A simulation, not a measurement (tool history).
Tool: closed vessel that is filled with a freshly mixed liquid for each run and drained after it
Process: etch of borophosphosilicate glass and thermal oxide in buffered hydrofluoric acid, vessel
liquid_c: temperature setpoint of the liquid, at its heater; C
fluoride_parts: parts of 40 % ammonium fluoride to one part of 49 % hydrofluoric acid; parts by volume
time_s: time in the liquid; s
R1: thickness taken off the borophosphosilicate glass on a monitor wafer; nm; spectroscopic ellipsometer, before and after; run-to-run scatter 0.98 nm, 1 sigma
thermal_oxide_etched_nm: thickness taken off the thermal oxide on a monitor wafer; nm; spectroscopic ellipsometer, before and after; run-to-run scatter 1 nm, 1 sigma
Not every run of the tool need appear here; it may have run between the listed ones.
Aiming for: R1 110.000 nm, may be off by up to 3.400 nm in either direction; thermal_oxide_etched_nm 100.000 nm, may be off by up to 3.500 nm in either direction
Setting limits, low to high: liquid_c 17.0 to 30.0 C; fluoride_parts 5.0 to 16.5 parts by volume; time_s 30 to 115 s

{"run": 1, "day": 0.0, "liquid_c": 22.0, "fluoride_parts": 10.0, "time_s": 60, "R1": 68.748, "thermal_oxide_etched_nm": 61.174}
{"run": 2, "day": 0.262, "liquid_c": 22.0, "fluoride_parts": 10.0, "time_s": 80, "R1": 90.208, "thermal_oxide_etched_nm": 82.947}
{"run": 3, "day": 0.367, "liquid_c": 19.5, "fluoride_parts": 10.0, "time_s": 80, "R1": 80.228, "thermal_oxide_etched_nm": 71.183}
{"run": 4, "day": 0.721, "liquid_c": 19.5, "fluoride_parts": 12.0, "time_s": 80, "R1": 66.191, "thermal_oxide_etched_nm": 60.163}
{"run": 5, "day": 1.033, "liquid_c": 21.5, "fluoride_parts": 11.5, "time_s": 80, "R1": 77.114, "thermal_oxide_etched_nm": 70.686}
{"run": 6, "day": 1.058, "liquid_c": 23.0, "fluoride_parts": 11.0, "time_s": 80, "R1": 86.261, "thermal_oxide_etched_nm": 78.129}
{"run": 7, "day": 1.158, "liquid_c": 24.5, "fluoride_parts": 11.0, "time_s": 80, "R1": 96.455, "thermal_oxide_etched_nm": 86.121}
{"run": 8, "day": 1.438, "liquid_c": 25.0, "fluoride_parts": 11.0, "time_s": 80, "R1": 96.827, "thermal_oxide_etched_nm": 89.788}
{"run": 9, "day": 1.808, "liquid_c": 25.5, "fluoride_parts": 11.0, "time_s": 80, "R1": 101.0, "thermal_oxide_etched_nm": 90.156}

Which one of the following 4 next-run settings gets every result inside its allowed miss? There is exactly one.
{"run": "A", "day": 2.179, "liquid_c": 24.0, "fluoride_parts": 12.0, "time_s": 80, "R1": "?", "thermal_oxide_etched_nm": "?"}
{"run": "B", "day": 2.179, "liquid_c": 27.5, "fluoride_parts": 11.0, "time_s": 65, "R1": "?", "thermal_oxide_etched_nm": "?"}
{"run": "C", "day": 2.179, "liquid_c": 24.0, "fluoride_parts": 12.0, "time_s": 110, "R1": "?", "thermal_oxide_etched_nm": "?"}
{"run": "D", "day": 2.179, "liquid_c": 29.0, "fluoride_parts": 10.5, "time_s": 70, "R1": "?", "thermal_oxide_etched_nm": "?"}

move=A R1=84.782 thermal_oxide_etched_nm=77.557
move=B R1=90.441 thermal_oxide_etched_nm=82.850
move=C R1=116.580 thermal_oxide_etched_nm=106.640
move=D R1=110.300 thermal_oxide_etched_nm=101.090
A: its largest miss is bigger than the last run's
B: its largest miss is bigger than the last run's
C: takes the result that was furthest off past its target
D: hits every target within its allowed miss
Correct choice: D, which meets every target
